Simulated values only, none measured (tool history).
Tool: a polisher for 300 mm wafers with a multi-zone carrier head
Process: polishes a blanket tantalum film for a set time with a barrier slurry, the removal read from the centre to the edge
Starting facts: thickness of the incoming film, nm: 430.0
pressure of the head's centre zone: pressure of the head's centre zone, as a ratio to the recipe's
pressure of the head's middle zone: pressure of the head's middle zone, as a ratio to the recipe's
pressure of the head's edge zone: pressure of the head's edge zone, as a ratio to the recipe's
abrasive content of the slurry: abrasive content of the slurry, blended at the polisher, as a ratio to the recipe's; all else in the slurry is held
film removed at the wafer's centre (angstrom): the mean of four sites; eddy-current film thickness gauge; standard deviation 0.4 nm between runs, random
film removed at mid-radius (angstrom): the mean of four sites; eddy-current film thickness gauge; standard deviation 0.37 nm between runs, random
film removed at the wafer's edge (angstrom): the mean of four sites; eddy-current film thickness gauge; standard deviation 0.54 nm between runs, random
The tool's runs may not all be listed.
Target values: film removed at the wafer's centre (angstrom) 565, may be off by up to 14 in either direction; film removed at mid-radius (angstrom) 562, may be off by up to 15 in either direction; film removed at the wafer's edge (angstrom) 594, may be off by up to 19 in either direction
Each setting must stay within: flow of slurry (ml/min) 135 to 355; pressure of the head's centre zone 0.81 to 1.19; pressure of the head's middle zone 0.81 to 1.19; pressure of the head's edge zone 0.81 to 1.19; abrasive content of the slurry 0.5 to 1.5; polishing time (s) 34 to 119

run  hour  flow of slurry (ml/min)  pressure of the head's centre zone  pressure of the head's middle zone  pressure of the head's edge zone  abrasive content of the slurry  polishing time (s)  film removed at the wafer's centre (angstrom)  film removed at mid-radius (angstrom)  film removed at the wafer's edge (angstrom)
  1     0                      225                                   1                                   1                                 1                               1                  76                                           1212                                 1229.2                                       1247.8
  2   3.6                      220                                0.98                                0.97                              0.97                             0.9                  68                                         1022.6                                 1014.2                                       1059.8
  3   4.6                      195                                0.98                                0.97                              0.97                             0.9                  68                                         998.61                                 1000.9                                       1047.3
  4  12.2                      195                                1.05                                0.97                              0.97                             0.9                  68                                         1066.2                                 996.18                                       1036.7
  5  13.2                      190                                1.02                                0.96                              0.94                             0.8                  62                                         877.23                                  837.7                                       882.12
  6    20                      185                                1.01                                0.95                              0.91                            0.75                  59                                          790.5                                 757.05                                       782.17
  7    21                      180                                0.99                                0.93                              0.89                             0.7                  58                                         720.28                                 698.19                                       722.42
  8  28.2                      175                                0.97                                0.91                              0.87                             0.7                  58                                         705.95                                 683.92                                       716.65
  9  33.7                      175                                0.96                                 0.9                              0.86                            0.65                  58                                         654.23                                 636.82                                       664.12
 10  38.5                      175                                0.95                                0.89                              0.85                            0.65                  58                                         652.73                                 635.72                                       650.44
 11  44.7                      170                                0.93                                0.87                              0.85                            0.65                  58                                         623.91                                 623.05                                        651.7
 12  51.6                      170                                0.92                                0.86                              0.84                            0.65                  58                                         614.44                                 606.94                                       666.82

5 candidate next runs follow, results not yet known. Just one meets every target within its allowed miss. Identify it.
  A  58.5                      155                                   1                                0.88                              0.83                             0.6                  57                                              ?                                      ?                                            ?
  B  58.5                      140                                0.93                                0.89                              0.85                             0.6                  58                                              ?                                      ?                                            ?
  C  58.5                      135                                 0.9                                0.86                              0.89                             0.6                  56                                              ?                                      ?                                            ?
  D  58.5                      135                                0.88                                0.81                              0.93                             0.8                  46                                              ?                                      ?                                            ?
  E  58.5                      170                                0.96                                0.89                              0.82                            0.65                  48                                              ?                                      ?                                            ?

move  film removed at the wafer's centre (angstrom)  film removed at mid-radius (angstrom)  film removed at the wafer's edge (angstrom)
   A                                         609.61                                 554.32                                       581.02
   B                                         568.56                                 562.25                                       591.99
   C                                         528.27                                 525.94                                       581.88
   D                                         539.72                                 524.61                                       621.17
   E                                          541.5                                 517.12                                       532.59
A: meets the target for the result that was furthest off, but another lies outside its allowed miss
B: meets every target
C: meets the target for the result that was furthest off, but another lies outside its allowed miss
D: an improvement on the last run, though not all results are within tolerance
E: takes the result that was furthest off past its target
B is the move that brings every result within its allowed miss.

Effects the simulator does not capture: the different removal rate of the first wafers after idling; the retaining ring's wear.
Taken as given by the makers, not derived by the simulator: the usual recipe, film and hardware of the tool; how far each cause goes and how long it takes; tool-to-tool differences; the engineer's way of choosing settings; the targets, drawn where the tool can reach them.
